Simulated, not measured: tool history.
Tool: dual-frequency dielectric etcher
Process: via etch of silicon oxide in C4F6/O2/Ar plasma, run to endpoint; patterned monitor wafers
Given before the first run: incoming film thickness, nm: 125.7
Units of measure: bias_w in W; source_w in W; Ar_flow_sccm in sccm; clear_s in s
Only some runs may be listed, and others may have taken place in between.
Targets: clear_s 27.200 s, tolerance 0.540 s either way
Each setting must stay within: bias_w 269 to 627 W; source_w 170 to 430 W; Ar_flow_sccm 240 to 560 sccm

run 1 hour=0.0 | bias_w=448 source_w=300 Ar_flow_sccm=400 | clear_s=31.534
run 2 hour=8.0 | bias_w=522 source_w=300 Ar_flow_sccm=400 | clear_s=29.811
run 3 hour=12.4 | bias_w=581 source_w=300 Ar_flow_sccm=400 | clear_s=28.869
run 4 hour=18.3 | bias_w=581 source_w=350 Ar_flow_sccm=400 | clear_s=26.450
run 5 hour=25.3 | bias_w=581 source_w=310 Ar_flow_sccm=400 | clear_s=28.327
run 6 hour=28.8 | bias_w=581 source_w=260 Ar_flow_sccm=400 | clear_s=30.890
run 7 hour=36.4 | bias_w=594 source_w=280 Ar_flow_sccm=396 | clear_s=29.378
run 8 hour=43.7 | bias_w=603 source_w=290 Ar_flow_sccm=393 | clear_s=28.843
run 9 hour=51.4 | bias_w=610 source_w=300 Ar_flow_sccm=391 | clear_s=28.181
run 10 hour=52.7 | bias_w=615 source_w=300 Ar_flow_sccm=390 | clear_s=28.103
run 11 hour=60.2 | bias_w=619 source_w=300 Ar_flow_sccm=389 | clear_s=27.758

Of the 5 settings listed for the next run, only one would bring every result within its allowed miss of target. Which one?
run A hour=67.7 | bias_w=627 source_w=340 Ar_flow_sccm=368 | clear_s=?
run B hour=67.7 | bias_w=620 source_w=360 Ar_flow_sccm=402 | clear_s=?
run C hour=67.7 | bias_w=598 source_w=290 Ar_flow_sccm=339 | clear_s=?
run D hour=67.7 | bias_w=627 source_w=330 Ar_flow_sccm=327 | clear_s=?
run E hour=67.7 | bias_w=609 source_w=320 Ar_flow_sccm=413 | clear_s=?

move=A clear_s=26.101
move=B clear_s=25.729
move=C clear_s=28.511
move=D clear_s=26.178
move=E clear_s=27.486
A: takes the biggest miss from the last run beyond its target
B: takes the biggest miss from the last run beyond its target
C: lands further from the targets than the last run did
D: takes the biggest miss from the last run beyond its target
E: hits every target within its allowed miss
E meets every target.

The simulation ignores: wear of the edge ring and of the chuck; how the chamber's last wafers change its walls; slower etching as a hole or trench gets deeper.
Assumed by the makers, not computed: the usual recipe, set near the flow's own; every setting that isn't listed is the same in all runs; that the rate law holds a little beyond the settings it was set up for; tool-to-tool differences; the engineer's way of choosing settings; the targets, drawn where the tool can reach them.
